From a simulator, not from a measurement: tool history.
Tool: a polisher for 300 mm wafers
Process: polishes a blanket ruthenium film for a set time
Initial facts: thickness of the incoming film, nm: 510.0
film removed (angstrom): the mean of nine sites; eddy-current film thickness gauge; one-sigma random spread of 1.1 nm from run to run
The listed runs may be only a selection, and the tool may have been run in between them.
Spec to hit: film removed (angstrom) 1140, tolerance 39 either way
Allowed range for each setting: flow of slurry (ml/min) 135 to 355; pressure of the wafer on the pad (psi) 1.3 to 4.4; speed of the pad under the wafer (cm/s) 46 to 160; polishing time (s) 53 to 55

| run | day | flow of slurry (ml/min) | pressure of the wafer on the pad (psi) | speed of the pad under the wafer (cm/s) | polishing time (s) | film removed (angstrom) |
|---|---|---|---|---|---|---|
| 1 | 0 | 225 | 2.8 | 102 | 53 | 831.56 |
| 2 | 0.154 | 225 | 2.2 | 102 | 53 | 684.52 |
| 3 | 0.425 | 225 | 2.4 | 102 | 53 | 718.36 |
| 4 | 0.638 | 225 | 2.8 | 102 | 53 | 846.07 |
| 5 | 0.721 | 225 | 2.9 | 102 | 53 | 851.95 |
| 6 | 0.85 | 225 | 3 | 102 | 53 | 875.03 |
| 7 | 1.188 | 225 | 3 | 102 | 53 | 888.95 |
| 8 | 1.367 | 225 | 3.1 | 102 | 53 | 926.2 |
| 9 | 1.433 | 235 | 3.7 | 102 | 53 | 1071.4 |

Exactly one of the 4 candidate moves below puts every result within its allowed miss. Which one?
| A | 1.5 | 250 | 3.8 | 100 | 55 | ? |
| B | 1.5 | 235 | 3.6 | 90 | 53 | ? |
| C | 1.5 | 210 | 3.7 | 92 | 53 | ? |
| D | 1.5 | 240 | 3.7 | 92 | 53 | ? |

| move | film removed (angstrom) |
|---|---|
| A | 1117.3 |
| B | 918.39 |
| C | 948.54 |
| D | 964.51 |
A: meets every target
B: the biggest miss grows against the last run
C: the biggest miss grows against the last run
D: the biggest miss grows against the last run
The move that meets every target is A.
